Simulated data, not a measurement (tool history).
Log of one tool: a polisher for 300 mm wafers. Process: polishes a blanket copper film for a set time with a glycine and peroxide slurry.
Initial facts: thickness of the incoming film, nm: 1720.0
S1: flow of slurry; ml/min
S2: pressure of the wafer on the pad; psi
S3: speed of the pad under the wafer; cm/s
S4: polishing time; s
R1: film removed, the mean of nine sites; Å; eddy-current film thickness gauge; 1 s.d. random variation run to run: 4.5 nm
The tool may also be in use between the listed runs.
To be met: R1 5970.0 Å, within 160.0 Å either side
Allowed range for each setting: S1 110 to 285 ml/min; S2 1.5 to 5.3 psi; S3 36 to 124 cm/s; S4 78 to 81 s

run	hour	S1	S2	S3	S4	R1
1	0.0	180	3.4	80	78	4114.8
2	8.9	190	3.7	80	78	4472.7
3	16.8	200	4.0	80	78	4719.7
4	24.2	200	3.3	80	78	4173.6
5	27.9	215	3.7	80	78	4563.6
6	33.1	215	3.1	80	78	4092.3
7	36.1	225	3.5	80	78	4412.0
8	38.6	225	4.5	82	78	5357.9
9	43.2	230	4.6	82	78	5480.1
10	48.8	235	4.7	82	78	5488.3

Next run, 5 choices. One meets every target within its allowed miss, the rest don't. Which?
A	54.4	245	4.7	80	79	?
B	54.4	215	5.3	82	78	?
C	54.4	220	4.2	78	79	?
D	54.4	230	4.6	82	80	?
E	54.4	230	4.9	80	78	?

move	R1
A	5514.3
B	5990.3
C	4910.2
D	5572.5
E	5573.8
A: moves toward the targets from the last run without getting all of them in spec
B: in spec on every target
C: moves away from the targets compared with the last run
D: moves toward the targets from the last run without getting all of them in spec
E: moves toward the targets from the last run without getting all of them in spec
B is the move that brings every result within its allowed miss.
